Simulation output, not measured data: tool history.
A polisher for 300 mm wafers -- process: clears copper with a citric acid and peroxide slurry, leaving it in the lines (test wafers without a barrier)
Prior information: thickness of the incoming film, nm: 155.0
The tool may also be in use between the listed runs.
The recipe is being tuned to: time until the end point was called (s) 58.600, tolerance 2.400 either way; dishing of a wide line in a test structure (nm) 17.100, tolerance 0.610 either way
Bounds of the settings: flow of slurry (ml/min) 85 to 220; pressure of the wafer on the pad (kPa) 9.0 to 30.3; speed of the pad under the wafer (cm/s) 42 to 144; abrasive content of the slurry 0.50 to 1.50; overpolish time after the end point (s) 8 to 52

run,hour,flow of slurry (ml/min),pressure of the wafer on the pad (kPa),speed of the pad under the wafer (cm/s),abrasive content of the slurry,overpolish time after the end point (s),time until the end point was called (s),dishing of a wide line in a test structure (nm)
1,0.0,140,19.3,92,1.00,26,84.941,36.131
2,1.5,150,17.9,100,1.00,21,80.563,31.341
3,4.0,150,17.9,100,1.00,25,78.068,35.926
4,10.5,150,17.9,86,1.00,25,91.560,32.474
# hour 14.0: head pressure recalibrated
5,14.0,170,15.2,102,0.85,20,94.389,25.010
6,14.5,185,15.2,114,0.75,17,87.482,23.277
7,23.0,220,15.9,140,0.50,8,81.879,12.267
8,26.0,215,17.2,140,0.50,8,77.615,13.085
9,30.8,210,18.6,142,0.50,8,73.537,13.855
10,37.0,210,20.0,142,0.50,8,69.979,14.637

Next run, 4 choices. One meets every target within its allowed miss, the rest don't. Which?
A,43.2,220,17.9,134,0.50,8,?,?
B,43.2,210,13.8,116,0.75,14,?,?
C,43.2,195,18.6,116,0.50,14,?,?
D,43.2,220,24.1,142,0.55,8,?,?

move,time until the end point was called (s),dishing of a wide line in a test structure (nm)
A,78.316,12.786
B,89.846,18.943
C,89.362,19.130
D,57.452,17.199
A: the biggest miss grows against the last run
B: the biggest miss grows against the last run
C: the biggest miss grows against the last run
D: every result within its allowed miss
Go with D: it meets all targets.

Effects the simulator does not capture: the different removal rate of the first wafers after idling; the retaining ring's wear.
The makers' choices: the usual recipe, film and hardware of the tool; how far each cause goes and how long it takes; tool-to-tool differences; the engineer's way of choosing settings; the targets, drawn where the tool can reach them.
